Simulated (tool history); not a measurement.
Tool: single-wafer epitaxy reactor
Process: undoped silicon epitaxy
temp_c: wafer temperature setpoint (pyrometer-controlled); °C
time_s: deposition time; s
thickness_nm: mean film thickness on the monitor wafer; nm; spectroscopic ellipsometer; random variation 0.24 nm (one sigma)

run  hour  temp_c  time_s  thickness_nm
  1   0.0     645     355        65.798
  2   5.8     642     355        61.401
  3   7.7     651     355        75.613
  4  16.1     647     355        68.957
  5  21.0     647     379        74.805
  6  22.8     647     331        64.843

The next listed run, before its measurement:
  7  29.2     644     331             ?

{"run 7": {"thickness_nm": 60.222}}
